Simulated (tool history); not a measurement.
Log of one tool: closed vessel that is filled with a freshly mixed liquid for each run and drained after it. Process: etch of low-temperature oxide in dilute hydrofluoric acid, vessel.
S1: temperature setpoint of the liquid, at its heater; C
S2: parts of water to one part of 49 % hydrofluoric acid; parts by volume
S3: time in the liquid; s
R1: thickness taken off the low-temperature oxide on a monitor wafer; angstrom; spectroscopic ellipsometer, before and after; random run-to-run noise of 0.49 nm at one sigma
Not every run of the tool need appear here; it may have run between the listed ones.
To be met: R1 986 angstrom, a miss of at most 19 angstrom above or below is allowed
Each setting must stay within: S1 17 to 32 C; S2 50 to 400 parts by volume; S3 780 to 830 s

run    day    S1   S2   S3      R1
  1      0    24  225  780  626.98
  2  0.212  25.5  225  780  665.97
  3  0.571  25.5  255  780  570.25
  4  0.671  25.5  255  780  572.21
  5  0.975  25.5  305  780  449.72
  6  1.046  25.5  265  780  541.33
  7  1.283    26  255  780  572.97
  8  1.408  26.5  245  780  616.24
  9  1.629  30.5  185  780  1008.5
 10  1.829  30.5  185  780  1006.8

4 next moves are on the table. One of them brings every result within its allowed miss. Which?
  A  2.029  31.5  190  785   ?
  B  2.029    29  175  780   ?
  C  2.029    29  185  800   ?
  D  2.029    30  190  825   ?

move      R1
   A  1016.1
   B  1023.6
   C  980.98
   D  1013.9
A: moves away from the targets compared with the last run
B: moves away from the targets compared with the last run
C: all results in spec
D: moves away from the targets compared with the last run
Go with C: it meets all targets.
